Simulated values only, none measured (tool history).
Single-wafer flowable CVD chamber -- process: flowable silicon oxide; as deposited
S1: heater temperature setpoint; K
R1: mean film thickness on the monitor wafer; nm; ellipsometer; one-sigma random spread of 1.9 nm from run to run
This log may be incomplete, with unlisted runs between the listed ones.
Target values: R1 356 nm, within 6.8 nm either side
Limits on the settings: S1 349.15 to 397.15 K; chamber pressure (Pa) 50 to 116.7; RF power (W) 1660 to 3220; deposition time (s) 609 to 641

Run 1, hour 0: S1 373.15 K, chamber pressure (Pa) 83.3, RF power (W) 2440, deposition time (s) 641. Result: R1 301.59 nm.
Run 2, hour 8.9: S1 373.15 K, chamber pressure (Pa) 83.3, RF power (W) 2440, deposition time (s) 641. Result: R1 302.11 nm.
Run 3, hour 12.9: S1 372.15 K, chamber pressure (Pa) 83.3, RF power (W) 2440, deposition time (s) 641. Result: R1 309.74 nm.
Run 4, hour 18.1: S1 372.15 K, chamber pressure (Pa) 83.3, RF power (W) 2440, deposition time (s) 609. Result: R1 297.84 nm.
Run 5, hour 21.9: S1 372.15 K, chamber pressure (Pa) 83.3, RF power (W) 2440, deposition time (s) 609. Result: R1 293.36 nm.
Run 6, hour 26.7: S1 371.15 K, chamber pressure (Pa) 83.3, RF power (W) 2440, deposition time (s) 609. Result: R1 306.29 nm.
Run 7, hour 32.1: S1 370.15 K, chamber pressure (Pa) 83.3, RF power (W) 2440, deposition time (s) 609. Result: R1 316.11 nm.
Run 8, hour 39.9: S1 366.15 K, chamber pressure (Pa) 83.3, RF power (W) 2440, deposition time (s) 609. Result: R1 364.11 nm.

Which one of the following 4 next-run settings gets every result inside its allowed miss? There is exactly one.
Run A, hour 47.7: S1 366.15 K, chamber pressure (Pa) 82, RF power (W) 2450, deposition time (s) 625. Result: R1 ?.
Run B, hour 47.7: S1 367.15 K, chamber pressure (Pa) 83.9, RF power (W) 2355, deposition time (s) 635. Result: R1 ?.
Run C, hour 47.7: S1 367.15 K, chamber pressure (Pa) 80.4, RF power (W) 2445, deposition time (s) 635. Result: R1 ?.
Run D, hour 47.7: S1 370.15 K, chamber pressure (Pa) 84.8, RF power (W) 2505, deposition time (s) 641. Result: R1 ?.

move      R1
   A  368.02
   B  367.39
   C     354
   D  338.98
A: further off than the last run
B: further off than the last run
C: meets every target
D: carries the result that was furthest off beyond its target, to the other side
Correct choice: C, which meets every target

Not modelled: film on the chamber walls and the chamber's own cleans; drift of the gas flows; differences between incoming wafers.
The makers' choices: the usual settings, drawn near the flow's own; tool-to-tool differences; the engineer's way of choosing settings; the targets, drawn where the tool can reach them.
